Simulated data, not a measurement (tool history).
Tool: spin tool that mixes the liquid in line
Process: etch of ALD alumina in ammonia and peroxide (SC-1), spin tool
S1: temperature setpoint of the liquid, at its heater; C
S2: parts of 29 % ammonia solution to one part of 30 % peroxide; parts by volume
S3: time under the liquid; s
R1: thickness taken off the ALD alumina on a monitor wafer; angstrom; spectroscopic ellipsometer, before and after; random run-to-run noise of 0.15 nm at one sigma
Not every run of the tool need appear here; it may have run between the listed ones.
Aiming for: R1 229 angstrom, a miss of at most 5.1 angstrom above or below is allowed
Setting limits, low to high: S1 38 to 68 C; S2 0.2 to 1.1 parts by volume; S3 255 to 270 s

run,hour,S1,S2,S3,R1
1,0,52,0.6,255,134.21
2,3.3,55,0.6,255,158.66
3,4,57,0.6,255,173.56
4,5.3,54,0.6,255,148.91
5,12.5,59.5,0.6,255,199.8
6,17.4,60.5,0.6,255,207.73
7,22.6,60.5,0.6,255,210.13
8,24.4,61,0.6,255,215.74
9,30,61,0.6,255,215.62
10,31.8,61.5,0.6,255,219.71

Next run, 5 choices. One meets every target within its allowed miss, the rest don't. Which?
A,33.6,60.5,0.45,270,?
B,33.6,61.5,0.45,255,?
C,33.6,61,0.4,255,?
D,33.6,61.5,0.65,255,?
E,33.6,61.5,0.55,265,?

move,R1
A,214.11
B,212.79
C,205.15
D,220.3
E,225.36
A: lands further from the targets than the last run did
B: lands further from the targets than the last run did
C: lands further from the targets than the last run did
D: an improvement on the last run, though not all results are within tolerance
E: meets every target
Answer: E

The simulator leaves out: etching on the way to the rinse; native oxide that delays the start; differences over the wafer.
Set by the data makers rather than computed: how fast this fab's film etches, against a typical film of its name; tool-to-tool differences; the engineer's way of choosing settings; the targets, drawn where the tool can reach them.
